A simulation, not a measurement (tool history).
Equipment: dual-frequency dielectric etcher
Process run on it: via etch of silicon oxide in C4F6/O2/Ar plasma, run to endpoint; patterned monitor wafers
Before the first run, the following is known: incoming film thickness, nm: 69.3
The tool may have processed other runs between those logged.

run 1 hour=0.0 | bias_power_(W)=483 source_power_(W)=240 Ar_flow_(sccm)=228 | endpoint_time_(s)=16.741
run 2 hour=2.7 | bias_power_(W)=407 source_power_(W)=240 Ar_flow_(sccm)=228 | endpoint_time_(s)=17.898
run 3 hour=6.1 | bias_power_(W)=407 source_power_(W)=270 Ar_flow_(sccm)=228 | endpoint_time_(s)=16.918
run 4 hour=8.7 | bias_power_(W)=407 source_power_(W)=240 Ar_flow_(sccm)=228 | endpoint_time_(s)=18.096
run 5 hour=10.0 | bias_power_(W)=407 source_power_(W)=200 Ar_flow_(sccm)=228 | endpoint_time_(s)=19.141
run 6 hour=11.3 | bias_power_(W)=407 source_power_(W)=200 Ar_flow_(sccm)=211 | endpoint_time_(s)=18.646
run 7 hour=18.8 | bias_power_(W)=379 source_power_(W)=190 Ar_flow_(sccm)=215 | endpoint_time_(s)=19.867
run 8 hour=24.1 | bias_power_(W)=360 source_power_(W)=190 Ar_flow_(sccm)=216 | endpoint_time_(s)=20.061

For run 9, what comes out?
run 9 hour=30.4 | bias_power_(W)=343 source_power_(W)=190 Ar_flow_(sccm)=217 | endpoint_time_(s)=?

endpoint time (s): 20.365
